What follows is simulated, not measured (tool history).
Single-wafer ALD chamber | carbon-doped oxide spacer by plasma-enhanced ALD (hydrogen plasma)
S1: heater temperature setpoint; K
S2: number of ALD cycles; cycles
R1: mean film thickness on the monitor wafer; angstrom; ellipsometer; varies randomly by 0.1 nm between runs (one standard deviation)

Run 1, hour 0.0: S1 673.15 K, S2 496 cycles. Result: R1 269.96 angstrom.
Run 2, hour 5.4: S1 673.15 K, S2 438 cycles. Result: R1 237.22 angstrom.
Run 3, hour 7.4: S1 673.15 K, S2 463 cycles. Result: R1 255.51 angstrom.
Run 4, hour 10.7: S1 673.15 K, S2 400 cycles. Result: R1 218.84 angstrom.
Run 5, hour 16.2: S1 673.15 K, S2 346 cycles. Result: R1 188.25 angstrom.
Run 6, hour 17.4: S1 679.15 K, S2 346 cycles. Result: R1 184.39 angstrom.
Run 7, hour 18.7: S1 667.15 K, S2 399 cycles. Result: R1 218.85 angstrom.
Run 8, hour 22.7: S1 668.15 K, S2 396 cycles. Result: R1 216.44 angstrom.
Run 9, hour 28.3: S1 669.15 K, S2 393 cycles. Result: R1 212.30 angstrom.

For run 10, what comes out?
Run 10, hour 34.4: S1 669.15 K, S2 391 cycles. Result: R1 ?.

{"run 10": {"R1": 214.54}}

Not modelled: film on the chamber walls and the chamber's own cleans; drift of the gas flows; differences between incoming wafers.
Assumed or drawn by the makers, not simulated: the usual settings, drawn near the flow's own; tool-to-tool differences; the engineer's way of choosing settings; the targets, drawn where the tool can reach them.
